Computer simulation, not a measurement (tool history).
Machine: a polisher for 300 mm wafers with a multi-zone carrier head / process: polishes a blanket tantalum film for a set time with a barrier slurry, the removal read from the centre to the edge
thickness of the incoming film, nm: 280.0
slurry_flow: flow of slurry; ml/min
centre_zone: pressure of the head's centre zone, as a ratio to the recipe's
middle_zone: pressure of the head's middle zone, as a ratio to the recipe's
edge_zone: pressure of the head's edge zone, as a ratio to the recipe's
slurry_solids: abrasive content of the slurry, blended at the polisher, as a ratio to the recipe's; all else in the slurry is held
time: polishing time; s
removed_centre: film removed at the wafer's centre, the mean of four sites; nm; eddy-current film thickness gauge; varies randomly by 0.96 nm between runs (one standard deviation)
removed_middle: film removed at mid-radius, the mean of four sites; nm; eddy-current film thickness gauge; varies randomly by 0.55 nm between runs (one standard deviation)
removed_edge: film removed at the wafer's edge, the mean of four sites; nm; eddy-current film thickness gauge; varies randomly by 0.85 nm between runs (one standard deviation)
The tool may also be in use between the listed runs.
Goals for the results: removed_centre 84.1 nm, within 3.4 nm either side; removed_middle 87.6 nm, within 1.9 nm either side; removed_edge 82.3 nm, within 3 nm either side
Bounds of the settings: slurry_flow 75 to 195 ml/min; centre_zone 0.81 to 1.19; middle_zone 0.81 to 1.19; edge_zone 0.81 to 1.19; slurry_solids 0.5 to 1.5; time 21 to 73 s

run,hour,slurry_flow,centre_zone,middle_zone,edge_zone,slurry_solids,time,removed_centre,removed_middle,removed_edge
1,0,125,1,1,1,1,47,74.483,72.056,71.46
2,8.5,145,1,1,1,1,47,74.413,74.318,72.762
3,13.9,145,1,1,1,1.1,47,75.97,75.329,73.529
4,16.6,145,1,1,0.94,1.1,47,75.046,74.966,72.211
5,25,150,1,1.01,0.97,1.15,47,76.272,76.176,72.97
6,32.9,150,1,1.01,0.97,1.15,40,65.595,66.254,62.573
7,35.5,150,1,1.02,0.99,1.2,41,67.611,67.913,65.054
8,43,155,1,1.04,1.01,1.25,42,69.484,72.052,66.903
9,43.5,155,1,1.04,1.02,1.3,43,72.19,74.339,70.978
10,48,160,1.01,1.05,1.04,1.35,43,76.025,76.536,73.294
# hour 50.9: worn pad replaced by a new one
11,50.9,165,1.01,1.06,1.06,1.4,43,80.85,83.439,79.134
12,53.6,185,1.01,1.06,1.07,1.4,43,83.16,85.348,79.966
13,56.7,190,1,1.06,1.09,1.4,43,80.976,84.882,80.284
14,58.3,190,1,1.06,1.09,1.4,43,80.686,85.081,79.63
15,64.5,190,1,1.06,1.09,1.4,43,80.993,84.996,80.676

Consider the 5 candidate settings below. Which is the only one whose results all fall within their allowed miss of target?
A,70.7,190,0.98,1.05,1.05,1.5,44,?,?,?
B,70.7,195,0.98,0.98,1.03,1.3,45,?,?,?
C,70.7,195,1.16,1.15,1.06,1.35,41,?,?,?
D,70.7,190,0.98,1.17,1.19,1.25,42,?,?,?
E,70.7,190,0.93,1.11,1.06,1.45,43,?,?,?

move,removed_centre,removed_middle,removed_edge
A,81.661,86.332,82.151
B,81.57,81.355,81.385
C,88.815,85.471,75.459
D,75.394,87.365,80.099
E,75.267,87.948,80.06
A: every result within its allowed miss
B: moves away from the targets compared with the last run
C: moves away from the targets compared with the last run
D: corrects the largest miss of the last run, while another result sits out of spec
E: corrects the largest miss of the last run, while another result sits out of spec
A is the move that brings every result within its allowed miss.
